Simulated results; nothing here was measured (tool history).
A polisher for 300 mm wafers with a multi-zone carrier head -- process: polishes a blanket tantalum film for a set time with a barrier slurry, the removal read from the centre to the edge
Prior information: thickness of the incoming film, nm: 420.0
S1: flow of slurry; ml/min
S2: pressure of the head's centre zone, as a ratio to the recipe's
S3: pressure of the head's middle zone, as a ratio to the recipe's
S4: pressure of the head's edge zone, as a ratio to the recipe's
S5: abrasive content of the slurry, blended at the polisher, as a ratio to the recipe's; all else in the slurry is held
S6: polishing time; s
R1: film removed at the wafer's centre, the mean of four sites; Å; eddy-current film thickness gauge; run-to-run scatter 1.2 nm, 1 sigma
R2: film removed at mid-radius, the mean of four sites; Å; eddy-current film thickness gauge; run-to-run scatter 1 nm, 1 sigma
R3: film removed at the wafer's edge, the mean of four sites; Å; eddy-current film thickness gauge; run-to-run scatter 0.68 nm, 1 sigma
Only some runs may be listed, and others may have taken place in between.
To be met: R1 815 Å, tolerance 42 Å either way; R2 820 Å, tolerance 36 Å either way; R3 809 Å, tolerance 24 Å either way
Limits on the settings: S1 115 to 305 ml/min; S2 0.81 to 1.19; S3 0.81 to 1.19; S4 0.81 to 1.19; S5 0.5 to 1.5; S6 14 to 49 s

| run | hour | S1 | S2 | S3 | S4 | S5 | S6 | R1 | R2 | R3 |
|---|---|---|---|---|---|---|---|---|---|---|
| 1 | 0 | 195 | 1 | 1 | 1 | 1 | 31 | 511.37 | 515.5 | 514.92 |
| 2 | 3.7 | 200 | 1.01 | 1.02 | 1.02 | 1.1 | 32 | 541.69 | 542.68 | 563.29 |
| 3 | 10.8 | 200 | 1.05 | 1.02 | 1.02 | 1.1 | 32 | 573.74 | 530.59 | 554.78 |
| 4 | 13.2 | 200 | 1.05 | 1.02 | 1.02 | 0.95 | 32 | 536.72 | 518.01 | 533.09 |
| 5 | 14.3 | 210 | 1.05 | 1.05 | 1.02 | 1.05 | 33 | 585.65 | 573.45 | 566.77 |
| 6 | 22.5 | 210 | 0.99 | 1.05 | 1.02 | 1.05 | 33 | 544.69 | 563.01 | 566.86 |
| 7 | 24.2 | 215 | 1 | 1.07 | 1.02 | 1.15 | 34 | 576.36 | 615.72 | 598.9 |
| 8 | 29.9 | 220 | 1.02 | 1.08 | 1.04 | 1.2 | 35 | 617.08 | 655.68 | 635 |
| 9 | 30.8 | 225 | 1.04 | 1.08 | 1.06 | 1.25 | 36 | 675.43 | 668.41 | 661.17 |
| 10 | 38.5 | 225 | 1.04 | 1.09 | 1.07 | 1.3 | 37 | 674.99 | 708.01 | 696.96 |
| 11 | 40.7 | 230 | 1.05 | 1.09 | 1.08 | 1.35 | 38 | 709.1 | 747.93 | 727.65 |
| 12 | 41.3 | 235 | 1.06 | 1.09 | 1.09 | 1.4 | 38 | 734.94 | 753.4 | 730.95 |
| 13 | 49.8 | 235 | 1.06 | 1.09 | 1.1 | 1.4 | 38 | 748 | 760.33 | 733.11 |

4 next moves are on the table. One of them brings every result within its allowed miss. Which?
| A | 58.3 | 170 | 0.91 | 0.94 | 1.19 | 1.25 | 43 | ? | ? | ? |
| B | 58.3 | 205 | 0.88 | 0.86 | 1.19 | 1.15 | 45 | ? | ? | ? |
| C | 58.3 | 255 | 1.16 | 1.02 | 1.09 | 1.45 | 38 | ? | ? | ? |
| D | 58.3 | 290 | 1.07 | 1.11 | 1.14 | 1.5 | 40 | ? | ? | ? |

| move | R1 | R2 | R3 |
|---|---|---|---|
| A | 662.78 | 674.94 | 822.43 |
| B | 675.08 | 658.97 | 859.24 |
| C | 822.95 | 697.56 | 748.38 |
| D | 817.15 | 806.16 | 819.4 |
A: brings the result that was furthest off to its target, and leaves another outside
B: moves the result that the last run missed by most past its target, out the other side
C: the biggest miss grows against the last run
D: meets every target
D meets every target.
